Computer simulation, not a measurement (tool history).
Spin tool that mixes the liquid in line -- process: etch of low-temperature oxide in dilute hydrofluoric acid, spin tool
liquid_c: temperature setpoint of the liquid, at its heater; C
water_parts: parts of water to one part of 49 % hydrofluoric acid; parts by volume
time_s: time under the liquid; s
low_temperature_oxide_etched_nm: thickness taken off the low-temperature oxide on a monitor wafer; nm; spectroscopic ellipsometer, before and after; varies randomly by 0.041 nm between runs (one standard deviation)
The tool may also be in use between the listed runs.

| run | day | liquid_c | water_parts | time_s | low_temperature_oxide_etched_nm |
|---|---|---|---|---|---|
| 1 | 0 | 25 | 150 | 25 | 5.0644 |
| 2 | 0.046 | 27 | 150 | 25 | 5.484 |
| 3 | 0.358 | 25.5 | 150 | 25 | 5.1659 |
| 4 | 0.658 | 25.5 | 195 | 25 | 3.6511 |
| 5 | 0.75 | 25.5 | 195 | 25 | 3.7566 |
| 6 | 0.879 | 26 | 195 | 25 | 3.7517 |
| 7 | 1.054 | 26.5 | 195 | 25 | 3.8621 |

Predict the results of run 8:
| 8 | 1.112 | 27 | 195 | 25 | ? |

Run 8 produced low_temperature_oxide_etched_nm 3.91 nm.

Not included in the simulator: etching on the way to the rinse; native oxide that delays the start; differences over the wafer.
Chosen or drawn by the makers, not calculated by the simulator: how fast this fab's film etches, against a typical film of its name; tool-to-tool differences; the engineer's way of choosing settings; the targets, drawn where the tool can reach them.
